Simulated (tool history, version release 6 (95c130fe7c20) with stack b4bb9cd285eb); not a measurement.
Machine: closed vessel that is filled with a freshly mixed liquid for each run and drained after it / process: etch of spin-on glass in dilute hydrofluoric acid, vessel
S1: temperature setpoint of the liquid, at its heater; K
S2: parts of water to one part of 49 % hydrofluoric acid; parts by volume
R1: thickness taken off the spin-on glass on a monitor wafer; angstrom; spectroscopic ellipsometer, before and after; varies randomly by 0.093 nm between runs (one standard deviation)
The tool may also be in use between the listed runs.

Run 1, hour 0.0: S1 297.15 K, S2 115 parts by volume, time in the liquid (s) 30. Result: R1 119.08 angstrom.
Run 2, hour 3.9: S1 297.15 K, S2 90 parts by volume, time in the liquid (s) 30. Result: R1 156.64 angstrom.
Run 3, hour 9.3: S1 296.15 K, S2 95 parts by volume, time in the liquid (s) 30. Result: R1 146.01 angstrom.
Run 4, hour 12.0: S1 299.15 K, S2 95 parts by volume, time in the liquid (s) 30. Result: R1 160.27 angstrom.
Run 5, hour 19.3: S1 299.15 K, S2 95 parts by volume, time in the liquid (s) 30. Result: R1 163.68 angstrom.
Run 6, hour 25.6: S1 297.65 K, S2 95 parts by volume, time in the liquid (s) 30. Result: R1 151.47 angstrom.
Run 7, hour 31.0: S1 296.65 K, S2 95 parts by volume, time in the liquid (s) 30. Result: R1 145.67 angstrom.
Run 8, hour 34.3: S1 296.65 K, S2 95 parts by volume, time in the liquid (s) 30. Result: R1 146.20 angstrom.
Run 9, hour 43.2: S1 295.65 K, S2 95 parts by volume, time in the liquid (s) 30. Result: R1 139.14 angstrom.
Run 10, hour 51.1: S1 294.65 K, S2 95 parts by volume, time in the liquid (s) 30. Result: R1 133.24 angstrom.

Run 11, settings as shown, results not yet in. Your forecast:
Run 11, hour 57.0: S1 294.15 K, S2 95 parts by volume, time in the liquid (s) 30. Result: R1 ?.

Logged for run 11: R1 131.32 angstrom.
